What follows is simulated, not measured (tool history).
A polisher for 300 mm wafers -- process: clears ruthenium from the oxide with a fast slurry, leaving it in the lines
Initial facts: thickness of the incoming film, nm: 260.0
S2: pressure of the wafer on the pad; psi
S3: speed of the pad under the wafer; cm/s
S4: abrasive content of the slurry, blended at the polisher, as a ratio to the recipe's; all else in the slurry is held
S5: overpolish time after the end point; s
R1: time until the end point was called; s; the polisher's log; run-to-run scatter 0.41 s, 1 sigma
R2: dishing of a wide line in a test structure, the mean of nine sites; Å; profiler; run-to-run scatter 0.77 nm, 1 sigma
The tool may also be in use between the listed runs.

{"run": 1, "hour": 0.0, "flow of slurry (ml/min)": 135, "S2": 3.3, "S3": 122, "S4": 1, "S5": 28, "R1": 49.224, "R2": 762.45}
{"run": 2, "hour": 8.5, "flow of slurry (ml/min)": 140, "S2": 3.6, "S3": 122, "S4": 1, "S5": 24, "R1": 44.484, "R2": 756.29}
{"run": 3, "hour": 15.2, "flow of slurry (ml/min)": 140, "S2": 3.6, "S3": 122, "S4": 1, "S5": 17, "R1": 45.019, "R2": 610.42}
{"run": 4, "hour": 22.4, "flow of slurry (ml/min)": 145, "S2": 3.8, "S3": 122, "S4": 1, "S5": 16, "R1": 41.829, "R2": 616.32}
{"run": 5, "hour": 23.1, "flow of slurry (ml/min)": 150, "S2": 3.9, "S3": 122, "S4": 1, "S5": 16, "R1": 41.776, "R2": 618.02}
{"run": 6, "hour": 24.7, "flow of slurry (ml/min)": 150, "S2": 3.9, "S3": 122, "S4": 1, "S5": 12, "R1": 39.884, "R2": 518.76}
{"run": 7, "hour": 28.5, "flow of slurry (ml/min)": 145, "S2": 4.1, "S3": 122, "S4": 1, "S5": 13, "R1": 38.969, "R2": 559.83}

What will run 8 give?
{"run": 8, "hour": 33.7, "flow of slurry (ml/min)": 145, "S2": 4.2, "S3": 124, "S4": 1, "S5": 14, "R1": "?", "R2": "?"}

{"run 8": {"R1": 37.948, "R2": 607.48}}

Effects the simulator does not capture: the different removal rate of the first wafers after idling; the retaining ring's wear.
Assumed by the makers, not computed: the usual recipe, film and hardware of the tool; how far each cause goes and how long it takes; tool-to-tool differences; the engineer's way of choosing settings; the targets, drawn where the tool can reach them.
